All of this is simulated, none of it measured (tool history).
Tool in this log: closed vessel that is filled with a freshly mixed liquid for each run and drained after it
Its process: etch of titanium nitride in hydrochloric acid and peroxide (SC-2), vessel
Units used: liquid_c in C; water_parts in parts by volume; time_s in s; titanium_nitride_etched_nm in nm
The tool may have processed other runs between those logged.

| run | day | liquid_c | water_parts | time_s | titanium_nitride_etched_nm |
|---|---|---|---|---|---|
| 1 | 0.000 | 55.0 | 11.5 | 1740 | 51.305 |
| 2 | 0.325 | 55.0 | 7.5 | 1740 | 72.891 |
| 3 | 0.712 | 51.5 | 7.5 | 1740 | 57.822 |
| 4 | 0.771 | 46.0 | 7.5 | 1740 | 39.998 |
| 5 | 1.079 | 46.0 | 7.5 | 1850 | 42.501 |
| 6 | 1.133 | 46.0 | 7.5 | 1850 | 42.156 |
| 7 | 1.225 | 47.5 | 7.5 | 1850 | 47.064 |
| 8 | 1.592 | 48.5 | 7.5 | 1850 | 50.261 |
| 9 | 1.904 | 49.5 | 7.5 | 1850 | 53.771 |
| 10 | 1.967 | 50.0 | 7.5 | 1850 | 55.396 |
| 11 | 2.242 | 50.5 | 7.5 | 1850 | 57.434 |
| 12 | 2.608 | 50.5 | 7.5 | 1850 | 57.598 |
| 13 | 2.696 | 50.5 | 7.5 | 1850 | 57.637 |

What will run 14 give?
| 14 | 3.017 | 51.0 | 7.5 | 1850 | ? |

{"run 14": {"titanium_nitride_etched_nm": 58.683}}

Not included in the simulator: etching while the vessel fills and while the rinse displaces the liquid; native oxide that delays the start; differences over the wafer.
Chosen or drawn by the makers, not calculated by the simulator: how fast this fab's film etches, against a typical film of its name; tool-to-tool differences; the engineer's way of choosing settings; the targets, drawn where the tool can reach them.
